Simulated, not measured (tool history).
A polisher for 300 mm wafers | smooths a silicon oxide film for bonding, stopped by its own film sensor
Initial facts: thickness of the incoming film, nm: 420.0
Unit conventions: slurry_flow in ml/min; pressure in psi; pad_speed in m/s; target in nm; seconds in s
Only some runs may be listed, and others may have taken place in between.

run	hour	slurry_flow	pressure	pad_speed	slurry_solids	target	seconds
1	0	220	2.4	0.7	1	296	181.55
2	6.6	220	2.3	0.7	1	296	187.24
3	7.7	220	2.2	0.7	1	296	193.53
4	16.6	200	2.2	0.7	1	296	197.25
5	23.4	200	2.1	0.7	1	296	203.39
6	32.2	200	2.1	0.7	1.15	296	191.21
7	36.2	200	2.1	0.7	1.15	296	192.77

What will run 8 give?
8	41.3	195	1.5	0.68	1.15	296	?

seconds: 271.64 s

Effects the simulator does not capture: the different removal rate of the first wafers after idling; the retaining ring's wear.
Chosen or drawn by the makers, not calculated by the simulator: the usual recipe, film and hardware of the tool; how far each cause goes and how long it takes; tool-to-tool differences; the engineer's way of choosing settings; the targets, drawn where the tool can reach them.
